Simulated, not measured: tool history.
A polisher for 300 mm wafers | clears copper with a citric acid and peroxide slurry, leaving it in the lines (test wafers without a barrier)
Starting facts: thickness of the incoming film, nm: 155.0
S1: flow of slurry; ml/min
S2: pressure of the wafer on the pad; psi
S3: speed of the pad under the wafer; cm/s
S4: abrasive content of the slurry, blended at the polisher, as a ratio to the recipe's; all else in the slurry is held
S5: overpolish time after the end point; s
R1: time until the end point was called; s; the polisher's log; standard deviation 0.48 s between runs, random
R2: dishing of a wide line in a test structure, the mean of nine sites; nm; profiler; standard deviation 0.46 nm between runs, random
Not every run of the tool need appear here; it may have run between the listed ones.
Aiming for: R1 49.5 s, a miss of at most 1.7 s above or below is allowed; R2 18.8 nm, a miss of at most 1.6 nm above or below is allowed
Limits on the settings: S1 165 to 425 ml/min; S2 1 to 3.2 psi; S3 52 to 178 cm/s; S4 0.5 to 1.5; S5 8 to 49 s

| run | day | S1 | S2 | S3 | S4 | S5 | R1 | R2 |
|---|---|---|---|---|---|---|---|---|
| 1 | 0 | 275 | 2.1 | 114 | 1 | 25 | 74.754 | 32.562 |
| 2 | 0.179 | 275 | 2.1 | 138 | 1 | 25 | 63.196 | 37.719 |
| 3 | 0.233 | 315 | 2.1 | 138 | 1 | 25 | 60.992 | 36.792 |
| 4 | 0.442 | 335 | 2.1 | 136 | 1.05 | 22 | 61.82 | 33.993 |
| 5 | 0.688 | 335 | 2.3 | 136 | 1.05 | 22 | 56.888 | 35.517 |
| 6 | 0.958 | 395 | 2.3 | 136 | 1.05 | 22 | 54.594 | 35.119 |
| 7 | 1.1 | 400 | 2.4 | 134 | 0.95 | 19 | 54.734 | 32.76 |
| 8 | 1.354 | 405 | 2.4 | 134 | 1.05 | 17 | 54.177 | 30.198 |
| 9 | 1.571 | 410 | 2.4 | 132 | 1.15 | 15 | 53.897 | 29.115 |
| 10 | 1.662 | 335 | 2.7 | 148 | 0.9 | 8 | 45.183 | 20.698 |
| 11 | 2.012 | 330 | 2.7 | 148 | 0.9 | 8 | 45.205 | 21.222 |
| 12 | 2.188 | 320 | 2.7 | 148 | 0.85 | 8 | 45.074 | 20.258 |
| 13 | 2.429 | 320 | 2.7 | 148 | 0.85 | 8 | 45.45 | 20.812 |

Consider the 5 candidate settings below. Which is the only one whose results all fall within their allowed miss of target?
| A | 2.671 | 350 | 2.4 | 152 | 0.85 | 10 | ? | ? |
| B | 2.671 | 265 | 2.3 | 152 | 0.8 | 12 | ? | ? |
| C | 2.671 | 335 | 3.1 | 144 | 0.65 | 9 | ? | ? |
| D | 2.671 | 335 | 2.5 | 146 | 1 | 8 | ? | ? |
| E | 2.671 | 290 | 2.8 | 164 | 1.05 | 8 | ? | ? |

| move | R1 | R2 |
|---|---|---|
| A | 50.081 | 21.85 |
| B | 53.906 | 23.759 |
| C | 42.462 | 23.087 |
| D | 49.229 | 18.501 |
| E | 39.535 | 22.181 |
A: the worst result of the last run now meets its target, but another is out of spec
B: carries the result that was furthest off beyond its target, to the other side
C: moves away from the targets compared with the last run
D: all results in spec
E: moves away from the targets compared with the last run
The right move is D.
